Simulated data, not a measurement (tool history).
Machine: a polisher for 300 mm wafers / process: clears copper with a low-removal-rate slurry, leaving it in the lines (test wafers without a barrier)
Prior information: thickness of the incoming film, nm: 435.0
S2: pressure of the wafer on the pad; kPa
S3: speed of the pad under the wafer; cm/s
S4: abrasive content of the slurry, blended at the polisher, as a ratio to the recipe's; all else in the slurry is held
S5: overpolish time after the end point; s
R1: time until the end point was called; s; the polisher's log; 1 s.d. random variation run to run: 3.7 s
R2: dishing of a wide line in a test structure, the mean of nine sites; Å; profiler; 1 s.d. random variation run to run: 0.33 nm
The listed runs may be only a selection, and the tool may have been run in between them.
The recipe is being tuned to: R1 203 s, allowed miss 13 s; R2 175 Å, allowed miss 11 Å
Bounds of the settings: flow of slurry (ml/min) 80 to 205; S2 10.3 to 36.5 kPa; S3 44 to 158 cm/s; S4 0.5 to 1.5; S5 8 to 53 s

{"run": 1, "hour": 0.0, "flow of slurry (ml/min)": 135, "S2": 23.4, "S3": 100, "S4": 1, "S5": 27, "R1": 156.72, "R2": 468.67}
{"run": 2, "hour": 1.8, "flow of slurry (ml/min)": 135, "S2": 23.4, "S3": 100, "S4": 0.85, "S5": 27, "R1": 158.5, "R2": 440.32}
{"run": 3, "hour": 9.5, "flow of slurry (ml/min)": 135, "S2": 23.4, "S3": 100, "S4": 0.75, "S5": 27, "R1": 162.46, "R2": 455.87}
{"run": 4, "hour": 11.3, "flow of slurry (ml/min)": 135, "S2": 23.4, "S3": 100, "S4": 0.9, "S5": 27, "R1": 157.7, "R2": 465.53}
{"run": 5, "hour": 17.5, "flow of slurry (ml/min)": 135, "S2": 22.1, "S3": 102, "S4": 0.85, "S5": 25, "R1": 162.9, "R2": 419.66}
{"run": 6, "hour": 25.5, "flow of slurry (ml/min)": 135, "S2": 22.1, "S3": 90, "S4": 0.85, "S5": 25, "R1": 175.96, "R2": 404.05}
{"run": 7, "hour": 27.3, "flow of slurry (ml/min)": 130, "S2": 20.7, "S3": 94, "S4": 0.8, "S5": 23, "R1": 182.09, "R2": 364.72}
{"run": 8, "hour": 31.8, "flow of slurry (ml/min)": 125, "S2": 19.3, "S3": 98, "S4": 0.75, "S5": 21, "R1": 186.77, "R2": 333.17}
{"run": 9, "hour": 35.5, "flow of slurry (ml/min)": 120, "S2": 17.9, "S3": 102, "S4": 0.7, "S5": 19, "R1": 201.35, "R2": 298.72}
{"run": 10, "hour": 37.6, "flow of slurry (ml/min)": 115, "S2": 17.2, "S3": 108, "S4": 0.7, "S5": 18, "R1": 194.39, "R2": 273.57}
{"run": 11, "hour": 43.8, "flow of slurry (ml/min)": 115, "S2": 16.5, "S3": 110, "S4": 0.7, "S5": 17, "R1": 207.72, "R2": 253.07}
{"run": 12, "hour": 46.0, "flow of slurry (ml/min)": 120, "S2": 13.1, "S3": 128, "S4": 0.7, "S5": 8, "R1": 207.73, "R2": 130.78}
{"run": 13, "hour": 49.0, "flow of slurry (ml/min)": 120, "S2": 13.8, "S3": 126, "S4": 0.7, "S5": 8, "R1": 209.47, "R2": 132.72}
{"run": 14, "hour": 53.8, "flow of slurry (ml/min)": 120, "S2": 13.8, "S3": 126, "S4": 0.7, "S5": 8, "R1": 199.69, "R2": 132.44}
{"run": 15, "hour": 57.6, "flow of slurry (ml/min)": 120, "S2": 13.8, "S3": 124, "S4": 0.7, "S5": 8, "R1": 203.2, "R2": 129.23}
{"run": 16, "hour": 59.8, "flow of slurry (ml/min)": 115, "S2": 13.8, "S3": 122, "S4": 0.7, "S5": 8, "R1": 205.95, "R2": 127.49}
{"run": 17, "hour": 66.7, "flow of slurry (ml/min)": 115, "S2": 14.5, "S3": 120, "S4": 0.7, "S5": 8, "R1": 209.21, "R2": 130.53}
{"run": 18, "hour": 67.8, "flow of slurry (ml/min)": 115, "S2": 14.5, "S3": 118, "S4": 0.7, "S5": 8, "R1": 207.31, "R2": 129.65}
{"run": 19, "hour": 72.1, "flow of slurry (ml/min)": 115, "S2": 15.2, "S3": 118, "S4": 0.7, "S5": 21, "R1": 201.27, "R2": 302.15}
{"run": 20, "hour": 80.3, "flow of slurry (ml/min)": 120, "S2": 14.5, "S3": 120, "S4": 0.75, "S5": 21, "R1": 199.07, "R2": 308.11}
{"run": 21, "hour": 81.1, "flow of slurry (ml/min)": 120, "S2": 14.5, "S3": 120, "S4": 0.75, "S5": 20, "R1": 197.74, "R2": 299.62}
{"run": 22, "hour": 82.8, "flow of slurry (ml/min)": 120, "S2": 14.5, "S3": 120, "S4": 0.75, "S5": 19, "R1": 201.67, "R2": 283.27}
{"run": 23, "hour": 91.1, "flow of slurry (ml/min)": 120, "S2": 14.5, "S3": 120, "S4": 0.75, "S5": 18, "R1": 201.81, "R2": 271.58}
{"run": 24, "hour": 94.1, "flow of slurry (ml/min)": 120, "S2": 14.5, "S3": 120, "S4": 0.75, "S5": 17, "R1": 200.58, "R2": 267.87}
{"run": 25, "hour": 96.3, "flow of slurry (ml/min)": 120, "S2": 14.5, "S3": 120, "S4": 0.75, "S5": 17, "R1": 198.79, "R2": 250.97}
{"run": 26, "hour": 99.4, "flow of slurry (ml/min)": 120, "S2": 14.5, "S3": 120, "S4": 0.75, "S5": 16, "R1": 199.31, "R2": 244.84}
{"run": 27, "hour": 102.4, "flow of slurry (ml/min)": 120, "S2": 14.5, "S3": 120, "S4": 0.7, "S5": 16, "R1": 199.38, "R2": 242.1}

Which of these 4 next moves meets every target?
{"run": "A", "hour": 105.4, "flow of slurry (ml/min)": 120, "S2": 11, "S3": 120, "S4": 0.85, "S5": 22, "R1": "?", "R2": "?"}
{"run": "B", "hour": 105.4, "flow of slurry (ml/min)": 110, "S2": 10.3, "S3": 134, "S4": 0.7, "S5": 13, "R1": "?", "R2": "?"}
{"run": "C", "hour": 105.4, "flow of slurry (ml/min)": 105, "S2": 13.8, "S3": 134, "S4": 0.7, "S5": 13, "R1": "?", "R2": "?"}
{"run": "D", "hour": 105.4, "flow of slurry (ml/min)": 100, "S2": 15.9, "S3": 118, "S4": 0.75, "S5": 11, "R1": "?", "R2": "?"}

move=A R1=231.77 R2=288.67
move=B R1=233.31 R2=182.81
move=C R1=201.46 R2=209.05
move=D R1=202.45 R2=179.88
A: misses by more than the last run did
B: puts the biggest miss on target and leaves a different result outside tolerance
C: gains on the last run, yet a result remains outside its allowed miss
D: in spec on every target
D is the move that brings every result within its allowed miss.
